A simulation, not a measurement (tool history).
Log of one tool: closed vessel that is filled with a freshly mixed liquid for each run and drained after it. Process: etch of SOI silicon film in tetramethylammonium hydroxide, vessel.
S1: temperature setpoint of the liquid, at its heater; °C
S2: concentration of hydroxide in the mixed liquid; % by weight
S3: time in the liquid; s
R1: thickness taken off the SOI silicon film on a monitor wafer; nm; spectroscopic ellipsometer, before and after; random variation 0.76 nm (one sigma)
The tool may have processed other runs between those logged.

run 1 hour=0 | S1=68 S2=11.5 S3=35 | R1=206.65
run 2 hour=7.8 | S1=65.5 S2=11.5 S3=35 | R1=179.69
run 3 hour=9.3 | S1=61 S2=11.5 S3=35 | R1=134.77
run 4 hour=17.8 | S1=56 S2=11.5 S3=35 | R1=98.734
run 5 hour=22.6 | S1=57.5 S2=11.5 S3=35 | R1=109.06
run 6 hour=26.9 | S1=58.5 S2=11.5 S3=35 | R1=116.04

Run 7, settings as shown, results not yet in. Your forecast:
run 7 hour=32 | S1=59 S2=11.5 S3=35 | R1=?

R1: 119.74 nm
